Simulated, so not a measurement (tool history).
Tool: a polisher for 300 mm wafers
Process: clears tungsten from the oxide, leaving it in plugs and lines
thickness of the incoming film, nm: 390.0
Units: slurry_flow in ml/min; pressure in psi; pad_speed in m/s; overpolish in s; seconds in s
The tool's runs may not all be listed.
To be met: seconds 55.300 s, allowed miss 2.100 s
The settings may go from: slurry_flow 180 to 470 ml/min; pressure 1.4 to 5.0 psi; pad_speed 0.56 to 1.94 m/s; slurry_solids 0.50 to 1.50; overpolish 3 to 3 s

| run | hour | slurry_flow | pressure | pad_speed | slurry_solids | overpolish | seconds |
|---|---|---|---|---|---|---|---|
| 1 | 0.0 | 300 | 3.2 | 1.24 | 1.00 | 3 | 70.258 |
| 2 | 7.5 | 260 | 3.2 | 1.24 | 1.00 | 3 | 70.886 |
| 3 | 9.4 | 260 | 3.2 | 0.96 | 1.00 | 3 | 87.056 |
| 4 | 10.8 | 260 | 3.6 | 0.96 | 1.00 | 3 | 79.766 |
| 5 | 11.3 | 260 | 4.0 | 0.98 | 1.00 | 3 | 69.315 |
| 6 | 13.3 | 260 | 4.2 | 0.98 | 1.00 | 3 | 67.442 |
| 7 | 21.6 | 260 | 4.2 | 0.98 | 1.00 | 3 | 66.657 |
| 8 | 26.1 | 260 | 4.4 | 0.98 | 1.00 | 3 | 63.996 |
| 9 | 28.1 | 260 | 4.4 | 0.98 | 1.00 | 3 | 63.699 |
| 10 | 28.8 | 260 | 4.5 | 0.98 | 1.00 | 3 | 62.527 |

4 next moves are on the table. One of them brings every result within its allowed miss. Which?
| A | 29.5 | 205 | 4.7 | 1.18 | 1.10 | 3 | ? |
| B | 29.5 | 240 | 4.8 | 1.06 | 1.00 | 3 | ? |
| C | 29.5 | 180 | 4.2 | 0.84 | 1.15 | 3 | ? |
| D | 29.5 | 185 | 4.2 | 1.38 | 1.10 | 3 | ? |

| move | seconds |
|---|---|
| A | 52.346 |
| B | 56.456 |
| C | 75.503 |
| D | 52.119 |
A: takes the result that was furthest off past its target
B: meets every target
C: further off than the last run
D: takes the result that was furthest off past its target
Move B is the one to make.

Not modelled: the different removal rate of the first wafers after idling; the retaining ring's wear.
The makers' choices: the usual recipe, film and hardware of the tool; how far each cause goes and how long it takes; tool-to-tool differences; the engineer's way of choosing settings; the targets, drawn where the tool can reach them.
